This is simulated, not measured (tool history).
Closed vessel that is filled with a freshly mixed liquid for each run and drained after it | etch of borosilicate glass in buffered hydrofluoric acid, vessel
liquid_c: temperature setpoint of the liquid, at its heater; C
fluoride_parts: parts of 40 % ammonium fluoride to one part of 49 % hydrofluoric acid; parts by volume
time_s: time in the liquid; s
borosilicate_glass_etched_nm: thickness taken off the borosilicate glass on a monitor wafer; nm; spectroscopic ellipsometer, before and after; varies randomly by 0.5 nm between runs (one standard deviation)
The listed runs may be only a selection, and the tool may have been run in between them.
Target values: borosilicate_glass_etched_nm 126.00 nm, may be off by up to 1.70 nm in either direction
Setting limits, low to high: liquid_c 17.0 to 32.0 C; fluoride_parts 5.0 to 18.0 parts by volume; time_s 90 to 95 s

run  hour  liquid_c  fluoride_parts  time_s  borosilicate_glass_etched_nm
  1   0.0      24.0            11.0      90                        100.38
  2   3.1      24.0             9.0      90                        117.19
  3  10.1      24.5             9.0      90                        121.54
  4  15.9      24.5             7.5      90                        148.29
  5  19.4      24.5             6.5      90                        169.12
  6  24.3      24.5             5.0      90                        215.89
  7  27.7      22.0             5.5      90                        172.59
  8  30.4      20.5             5.5      90                        159.99
  9  37.1      19.5             5.5      90                        151.14
 10  38.4      18.5             5.5      90                        143.11
 11  46.7      17.0             6.0      90                        121.77

Exercise: of the 4 proposed moves below, exactly one satisfies all targets within the stated allowed misses. Which move is it?
  A  55.0      18.5             6.5      95                             ?
  B  55.0      21.5             7.5      90                             ?
  C  55.0      17.0             5.5      90                             ?
  D  55.0      19.5             7.0      95                             ?

move  borosilicate_glass_etched_nm
   A                        130.41
   B                        126.09
   C                        132.24
   D                        128.85
A: the result that was furthest off in the last run now lies on the other side of its target
B: all results land within tolerance of their targets
C: the result that was furthest off in the last run now lies on the other side of its target
D: the result that was furthest off in the last run now lies on the other side of its target
The right move is B.

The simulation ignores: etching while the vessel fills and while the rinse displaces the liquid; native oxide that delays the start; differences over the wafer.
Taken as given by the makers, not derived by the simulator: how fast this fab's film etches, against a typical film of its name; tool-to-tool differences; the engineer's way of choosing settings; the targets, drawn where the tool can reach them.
